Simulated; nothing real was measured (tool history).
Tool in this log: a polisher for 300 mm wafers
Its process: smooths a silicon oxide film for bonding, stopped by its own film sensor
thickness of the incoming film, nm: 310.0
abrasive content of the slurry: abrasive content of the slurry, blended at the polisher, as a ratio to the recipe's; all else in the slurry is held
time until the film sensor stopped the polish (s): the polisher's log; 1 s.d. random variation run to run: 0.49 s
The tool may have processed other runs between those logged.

run,hour,flow of slurry (ml/min),pressure of the wafer on the pad (kPa),speed of the pad under the wafer (cm/s),abrasive content of the slurry,target thickness at which the film sensor stops the polish (angstrom),time until the film sensor stopped the polish (s)
1,0.0,140,14.5,98,1.0,2800,35.226
2,3.1,135,13.1,98,1.0,2800,39.817
3,5.9,135,13.1,98,1.1,2800,37.361
4,13.6,135,13.1,98,0.9,2800,41.996
5,19.3,130,13.1,98,0.9,2800,42.364
6,26.6,130,16.5,98,0.9,2800,34.013
7,34.1,125,15.2,98,0.9,2800,37.625
8,35.8,120,14.5,98,0.9,2800,39.403
9,39.6,115,13.8,98,0.9,2800,42.033
10,48.6,110,13.8,98,0.9,2800,42.399
11,53.3,105,13.8,98,0.9,2800,42.793
12,58.0,100,13.8,98,0.9,2800,43.351
13,65.0,95,13.8,98,0.9,2800,44.128

Run 14 comes next. What will it give?
# hour 71.2: head pressure recalibrated
14,71.2,90,13.1,98,0.9,2800,?

{"run 14": {"time until the film sensor stopped the polish (s)": 52.447}}

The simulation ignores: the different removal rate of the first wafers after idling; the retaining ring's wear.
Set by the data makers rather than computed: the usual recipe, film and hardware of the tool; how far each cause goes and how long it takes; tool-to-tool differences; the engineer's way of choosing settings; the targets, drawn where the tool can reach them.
